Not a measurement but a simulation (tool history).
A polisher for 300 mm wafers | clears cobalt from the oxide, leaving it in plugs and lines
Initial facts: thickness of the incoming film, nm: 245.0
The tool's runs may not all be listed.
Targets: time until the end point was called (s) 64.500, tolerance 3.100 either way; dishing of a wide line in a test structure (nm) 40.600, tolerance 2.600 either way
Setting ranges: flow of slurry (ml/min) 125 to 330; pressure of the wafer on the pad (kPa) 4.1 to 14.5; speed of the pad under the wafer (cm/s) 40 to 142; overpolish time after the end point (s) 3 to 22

| run | day | flow of slurry (ml/min) | pressure of the wafer on the pad (kPa) | speed of the pad under the wafer (cm/s) | overpolish time after the end point (s) | time until the end point was called (s) | dishing of a wide line in a test structure (nm) |
|---|---|---|---|---|---|---|---|
| 1 | 0.000 | 210 | 9.0 | 90 | 11 | 70.587 | 28.852 |
| 2 | 0.229 | 210 | 9.0 | 70 | 11 | 85.198 | 24.733 |
| 3 | 0.438 | 210 | 9.0 | 70 | 15 | 85.633 | 30.972 |
| 4 | 0.692 | 210 | 9.0 | 50 | 15 | 110.850 | 25.146 |
| 5 | 0.946 | 210 | 10.3 | 50 | 15 | 96.307 | 28.790 |
| 6 | 1.200 | 210 | 10.3 | 50 | 12 | 99.055 | 24.356 |
| 7 | 1.221 | 210 | 11.0 | 50 | 12 | 90.968 | 24.661 |
| 8 | 1.296 | 210 | 11.7 | 50 | 13 | 85.210 | 26.837 |
| 9 | 1.567 | 210 | 12.4 | 50 | 14 | 78.532 | 28.663 |
| 10 | 1.904 | 210 | 12.4 | 50 | 15 | 80.401 | 31.364 |
| 11 | 2.275 | 210 | 13.1 | 50 | 15 | 75.836 | 32.661 |
| 12 | 2.625 | 215 | 14.5 | 52 | 17 | 67.510 | 38.941 |
| 13 | 2.988 | 215 | 14.5 | 52 | 17 | 65.994 | 37.391 |

Of the 5 settings listed for the next run, only one would bring every result within its allowed miss of target. Which one?
| A | 3.350 | 220 | 14.5 | 58 | 14 | ? | ? |
| B | 3.350 | 230 | 11.0 | 78 | 13 | ? | ? |
| C | 3.350 | 215 | 13.1 | 62 | 20 | ? | ? |
| D | 3.350 | 245 | 13.1 | 54 | 14 | ? | ? |
| E | 3.350 | 240 | 13.8 | 54 | 14 | ? | ? |

| move | time until the end point was called (s) | dishing of a wide line in a test structure (nm) |
|---|---|---|
| A | 62.727 | 35.521 |
| B | 64.591 | 33.392 |
| C | 65.891 | 41.821 |
| D | 72.304 | 32.633 |
| E | 68.887 | 33.616 |
A: lands further from the targets than the last run did
B: lands further from the targets than the last run did
C: all results land within tolerance of their targets
D: lands further from the targets than the last run did
E: lands further from the targets than the last run did
The move that meets every target is C.
